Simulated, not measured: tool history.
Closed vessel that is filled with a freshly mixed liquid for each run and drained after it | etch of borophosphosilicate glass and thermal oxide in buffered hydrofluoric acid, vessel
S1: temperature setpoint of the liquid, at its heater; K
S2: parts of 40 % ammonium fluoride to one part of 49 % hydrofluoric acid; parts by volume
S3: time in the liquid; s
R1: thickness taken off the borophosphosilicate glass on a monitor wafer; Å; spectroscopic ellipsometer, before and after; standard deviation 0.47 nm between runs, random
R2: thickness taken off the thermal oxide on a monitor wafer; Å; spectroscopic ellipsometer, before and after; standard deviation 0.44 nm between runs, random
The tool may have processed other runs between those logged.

Run 1, hour 0: S1 295.15 K, S2 12.5 parts by volume, S3 60 s. Result: R1 638.16 Å, R2 515.9 Å.
Run 2, hour 3.3: S1 295.15 K, S2 14 parts by volume, S3 60 s. Result: R1 572.77 Å, R2 454.39 Å.
Run 3, hour 11.7: S1 297.15 K, S2 13 parts by volume, S3 60 s. Result: R1 682.94 Å, R2 545.42 Å.
Run 4, hour 13: S1 295.15 K, S2 13 parts by volume, S3 60 s. Result: R1 610.03 Å, R2 494.51 Å.
Run 5, hour 16.5: S1 292.65 K, S2 13 parts by volume, S3 60 s. Result: R1 531.81 Å, R2 423.81 Å.
Run 6, hour 21.3: S1 295.15 K, S2 12.5 parts by volume, S3 60 s. Result: R1 640.22 Å, R2 511.53 Å.
Run 7, hour 29.4: S1 297.15 K, S2 12 parts by volume, S3 60 s. Result: R1 735.5 Å, R2 599.91 Å.
Run 8, hour 35.6: S1 297.15 K, S2 12 parts by volume, S3 60 s. Result: R1 739.95 Å, R2 591.64 Å.

What does the tool deliver on the next run?
Run 9, hour 43.8: S1 301.15 K, S2 10 parts by volume, S3 60 s. Result: R1 ?, R2 ?.

R1: 1090.3 Å
R2: 883.51 Å
